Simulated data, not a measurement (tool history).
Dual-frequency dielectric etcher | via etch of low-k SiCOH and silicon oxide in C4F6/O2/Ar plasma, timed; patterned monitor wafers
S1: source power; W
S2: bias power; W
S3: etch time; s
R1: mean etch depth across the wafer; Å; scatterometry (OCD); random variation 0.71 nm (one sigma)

run  hour   S1   S2  S3      R1
  1     0  360  158  75  1716.1
  2   3.2  350  157  75  1722.6
  3   5.3  400  157  75  1814.6
  4   7.5  380  155  75  1754.4
  5  14.9  370  153  75  1739.2
  6  18.1  370  126  75  1676.5
  7  22.2  360  125  75  1640.2
  8  23.7  350  124  75  1620.5
  9  29.5  350  123  75  1612.4

Run 10 comes next. What will it give?
 10  36.8  340  121  75   ?

R1: 1595.6 Å
